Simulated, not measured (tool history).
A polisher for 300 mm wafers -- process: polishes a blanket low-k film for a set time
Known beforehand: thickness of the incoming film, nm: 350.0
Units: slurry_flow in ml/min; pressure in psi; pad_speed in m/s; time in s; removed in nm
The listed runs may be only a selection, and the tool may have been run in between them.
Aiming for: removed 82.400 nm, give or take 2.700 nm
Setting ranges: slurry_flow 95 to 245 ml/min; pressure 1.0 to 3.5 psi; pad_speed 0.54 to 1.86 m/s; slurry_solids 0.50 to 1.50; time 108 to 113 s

| run | hour | slurry_flow | pressure | pad_speed | slurry_solids | time | removed |
|---|---|---|---|---|---|---|---|
| 1 | 0.0 | 155 | 2.2 | 1.18 | 1.00 | 108 | 55.721 |
| 2 | 4.1 | 160 | 2.3 | 1.18 | 1.00 | 108 | 58.133 |
| 3 | 4.7 | 160 | 2.3 | 1.18 | 1.00 | 108 | 57.181 |
| 4 | 7.4 | 130 | 2.3 | 1.18 | 1.00 | 108 | 56.692 |
| 5 | 9.4 | 130 | 2.3 | 1.18 | 1.00 | 113 | 58.239 |
| 6 | 10.2 | 130 | 2.3 | 1.18 | 1.00 | 113 | 58.814 |
| 7 | 10.9 | 170 | 2.9 | 1.20 | 1.00 | 113 | 71.680 |
| 8 | 17.6 | 170 | 3.0 | 1.20 | 1.00 | 113 | 75.027 |
| 9 | 22.7 | 170 | 3.2 | 1.20 | 1.00 | 113 | 78.195 |

Exactly one of the 5 candidate moves below puts every result within its allowed miss. Which one?
| A | 27.8 | 165 | 3.3 | 1.10 | 0.95 | 112 | ? |
| B | 27.8 | 175 | 3.2 | 1.16 | 1.05 | 109 | ? |
| C | 27.8 | 225 | 3.1 | 1.12 | 1.00 | 110 | ? |
| D | 27.8 | 160 | 3.3 | 1.18 | 1.05 | 113 | ? |
| E | 27.8 | 240 | 3.2 | 1.08 | 0.95 | 108 | ? |

| move | removed |
|---|---|
| A | 74.059 |
| B | 76.663 |
| C | 74.369 |
| D | 81.317 |
| E | 72.015 |
A: misses by more than the last run did
B: misses by more than the last run did
C: misses by more than the last run did
D: each result inside its tolerance
E: misses by more than the last run did
The move that meets every target is D.
